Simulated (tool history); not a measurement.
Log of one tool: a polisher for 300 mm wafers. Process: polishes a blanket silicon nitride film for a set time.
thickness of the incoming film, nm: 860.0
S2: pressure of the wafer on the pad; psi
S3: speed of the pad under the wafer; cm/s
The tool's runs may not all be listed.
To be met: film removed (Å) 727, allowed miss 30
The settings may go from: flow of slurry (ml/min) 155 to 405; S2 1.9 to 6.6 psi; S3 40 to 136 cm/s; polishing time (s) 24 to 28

run 1 hour=0 | flow_of_slurry_(ml/min)=260 S2=4.2 S3=88 polishing_time_(s)=28 | film_removed_(Å)=505.75
run 2 hour=8.8 | flow_of_slurry_(ml/min)=260 S2=4.7 S3=88 polishing_time_(s)=28 | film_removed_(Å)=561.12
run 3 hour=14.9 | flow_of_slurry_(ml/min)=260 S2=5.1 S3=88 polishing_time_(s)=28 | film_removed_(Å)=608.98
run 4 hour=22 | flow_of_slurry_(ml/min)=260 S2=4.1 S3=88 polishing_time_(s)=28 | film_removed_(Å)=494.64
run 5 hour=26.3 | flow_of_slurry_(ml/min)=210 S2=4.1 S3=88 polishing_time_(s)=28 | film_removed_(Å)=488.45
run 6 hour=34.9 | flow_of_slurry_(ml/min)=210 S2=4.7 S3=90 polishing_time_(s)=28 | film_removed_(Å)=559.35
run 7 hour=37.9 | flow_of_slurry_(ml/min)=210 S2=5.1 S3=90 polishing_time_(s)=28 | film_removed_(Å)=610.53
run 8 hour=41.3 | flow_of_slurry_(ml/min)=210 S2=5.4 S3=90 polishing_time_(s)=28 | film_removed_(Å)=639.89
run 9 hour=45.6 | flow_of_slurry_(ml/min)=210 S2=5.6 S3=90 polishing_time_(s)=28 | film_removed_(Å)=657.43
run 10 hour=54.5 | flow_of_slurry_(ml/min)=210 S2=5.8 S3=90 polishing_time_(s)=28 | film_removed_(Å)=685.79
run 11 hour=63.2 | flow_of_slurry_(ml/min)=210 S2=5.8 S3=90 polishing_time_(s)=28 | film_removed_(Å)=693.87
run 12 hour=65.4 | flow_of_slurry_(ml/min)=210 S2=5.9 S3=90 polishing_time_(s)=28 | film_removed_(Å)=683.82

5 next moves are on the table. One of them brings every result within its allowed miss. Which?
run A hour=67.6 | flow_of_slurry_(ml/min)=175 S2=5.3 S3=84 polishing_time_(s)=27 | film_removed_(Å)=?
run B hour=67.6 | flow_of_slurry_(ml/min)=210 S2=6.1 S3=90 polishing_time_(s)=24 | film_removed_(Å)=?
run C hour=67.6 | flow_of_slurry_(ml/min)=185 S2=6 S3=70 polishing_time_(s)=28 | film_removed_(Å)=?
run D hour=67.6 | flow_of_slurry_(ml/min)=155 S2=6.2 S3=86 polishing_time_(s)=26 | film_removed_(Å)=?
run E hour=67.6 | flow_of_slurry_(ml/min)=270 S2=6.1 S3=90 polishing_time_(s)=28 | film_removed_(Å)=?

move=A film_removed_(Å)=563.92
move=B film_removed_(Å)=610
move=C film_removed_(Å)=598
move=D film_removed_(Å)=633.74
move=E film_removed_(Å)=727.57
A: further off than the last run
B: further off than the last run
C: further off than the last run
D: further off than the last run
E: meets every target
The right move is E.
